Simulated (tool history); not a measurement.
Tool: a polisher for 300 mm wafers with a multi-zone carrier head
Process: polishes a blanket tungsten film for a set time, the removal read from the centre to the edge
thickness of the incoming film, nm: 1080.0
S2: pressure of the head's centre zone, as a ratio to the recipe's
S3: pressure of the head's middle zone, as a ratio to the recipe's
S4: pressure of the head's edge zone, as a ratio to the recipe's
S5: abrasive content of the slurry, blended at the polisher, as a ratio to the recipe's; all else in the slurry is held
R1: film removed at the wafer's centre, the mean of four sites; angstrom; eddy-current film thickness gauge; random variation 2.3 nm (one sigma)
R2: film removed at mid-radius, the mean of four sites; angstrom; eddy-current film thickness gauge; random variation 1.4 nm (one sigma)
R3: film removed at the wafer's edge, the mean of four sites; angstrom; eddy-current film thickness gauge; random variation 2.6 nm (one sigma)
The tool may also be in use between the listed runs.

Run 1, hour 0.0: flow of slurry (ml/min) 285, S2 1.00, S3 1.00, S4 1.00, S5 1.00, polishing time (s) 48. Result: R1 3035.0 angstrom, R2 3075.7 angstrom, R3 3033.4 angstrom.
Run 2, hour 7.7: flow of slurry (ml/min) 280, S2 0.98, S3 0.99, S4 0.98, S5 0.90, polishing time (s) 47. Result: R1 2886.8 angstrom, R2 2889.4 angstrom, R3 2867.6 angstrom.
Run 3, hour 11.1: flow of slurry (ml/min) 280, S2 1.01, S3 0.99, S4 0.98, S5 0.90, polishing time (s) 47. Result: R1 2921.9 angstrom, R2 2875.0 angstrom, R3 2886.3 angstrom.
Run 4, hour 15.1: flow of slurry (ml/min) 280, S2 1.01, S3 0.99, S4 0.98, S5 1.00, polishing time (s) 47. Result: R1 3038.6 angstrom, R2 2958.8 angstrom, R3 2918.8 angstrom.
Run 5, hour 20.8: flow of slurry (ml/min) 280, S2 1.01, S3 0.99, S4 1.03, S5 1.00, polishing time (s) 47. Result: R1 2972.8 angstrom, R2 2941.5 angstrom, R3 2898.2 angstrom.
Run 6, hour 28.2: flow of slurry (ml/min) 280, S2 1.01, S3 0.99, S4 1.03, S5 1.00, polishing time (s) 41. Result: R1 2656.3 angstrom, R2 2584.3 angstrom, R3 2607.1 angstrom.
Run 7, hour 36.0: flow of slurry (ml/min) 240, S2 0.91, S3 0.96, S4 0.93, S5 0.75, polishing time (s) 41. Result: R1 2161.1 angstrom, R2 2295.2 angstrom, R3 2292.4 angstrom.
Run 8, hour 40.0: flow of slurry (ml/min) 235, S2 0.90, S3 0.97, S4 0.92, S5 0.75, polishing time (s) 41. Result: R1 2104.6 angstrom, R2 2327.4 angstrom, R3 2314.0 angstrom.
Run 9, hour 44.9: flow of slurry (ml/min) 235, S2 0.90, S3 0.97, S4 0.91, S5 0.75, polishing time (s) 41. Result: R1 2130.1 angstrom, R2 2312.7 angstrom, R3 2282.9 angstrom.

Forecast run 10:
Run 10, hour 53.6: flow of slurry (ml/min) 235, S2 0.90, S3 0.97, S4 0.90, S5 0.75, polishing time (s) 41. Result: R1 ?, R2 ?, R3 ?.

{"run 10": {"R1": 2129.7, "R2": 2352.4, "R3": 2333.4}}
